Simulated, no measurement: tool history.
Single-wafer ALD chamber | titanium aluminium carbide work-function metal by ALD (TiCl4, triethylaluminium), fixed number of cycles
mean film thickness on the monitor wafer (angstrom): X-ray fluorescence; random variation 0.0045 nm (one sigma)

run,hour,heater temperature setpoint (K),triethylaluminium pulse time (s),mean film thickness on the monitor wafer (angstrom)
1,0.0,583.15,15.47,20.471
2,8.1,593.15,15.47,21.623
3,9.9,584.15,14.94,20.622
4,12.3,577.15,14.65,19.960
5,18.2,572.15,13.38,19.423
6,25.5,568.15,12.93,19.070
7,27.4,566.15,12.28,18.815

Forecast run 8:
8,35.0,564.15,12.11,?

Run 8 gave mean film thickness on the monitor wafer (angstrom) 18.615.
